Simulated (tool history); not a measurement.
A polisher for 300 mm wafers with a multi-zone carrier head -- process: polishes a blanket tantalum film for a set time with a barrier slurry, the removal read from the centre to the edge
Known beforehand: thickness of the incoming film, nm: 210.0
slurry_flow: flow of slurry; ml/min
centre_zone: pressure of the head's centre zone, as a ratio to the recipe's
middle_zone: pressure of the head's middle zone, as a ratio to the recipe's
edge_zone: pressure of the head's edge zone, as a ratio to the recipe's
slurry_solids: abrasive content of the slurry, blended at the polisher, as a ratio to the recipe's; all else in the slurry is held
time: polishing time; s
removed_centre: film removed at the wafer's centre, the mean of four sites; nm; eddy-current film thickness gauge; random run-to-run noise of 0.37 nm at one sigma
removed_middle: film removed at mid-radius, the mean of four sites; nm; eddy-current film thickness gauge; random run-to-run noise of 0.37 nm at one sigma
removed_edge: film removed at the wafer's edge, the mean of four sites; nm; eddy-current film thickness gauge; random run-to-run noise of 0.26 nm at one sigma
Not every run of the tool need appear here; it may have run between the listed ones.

| run | hour | slurry_flow | centre_zone | middle_zone | edge_zone | slurry_solids | time | removed_centre | removed_middle | removed_edge |
|---|---|---|---|---|---|---|---|---|---|---|
| 1 | 0 | 320 | 1 | 1 | 1 | 1 | 33 | 52.091 | 51.88 | 50.357 |
| 2 | 1.3 | 320 | 1 | 1 | 1.06 | 1 | 33 | 52.674 | 51.4 | 53.181 |
| 3 | 3 | 320 | 1 | 1 | 1.11 | 1 | 33 | 53.128 | 51.614 | 54.251 |
| 4 | 10.1 | 320 | 1 | 0.96 | 1.11 | 1 | 33 | 52.684 | 49.269 | 54.219 |
| 5 | 13.6 | 290 | 1 | 0.96 | 1.11 | 1 | 33 | 52.223 | 50.683 | 53.195 |
|  | 18.9 | centre zone pressure recalibrated |
| 6 | 18.9 | 290 | 1 | 0.96 | 1.11 | 1 | 25 | 37.583 | 37.175 | 40.311 |
| 7 | 24.7 | 270 | 0.99 | 0.94 | 1.07 | 0.95 | 25 | 37.005 | 36.115 | 39.337 |

Run 8 comes next. What will it give?
| 8 | 30.4 | 260 | 0.98 | 0.94 | 1.03 | 0.9 | 25 | ? | ? | ? |

removed_centre: 36.486 nm
removed_middle: 35.953 nm
removed_edge: 38.322 nm
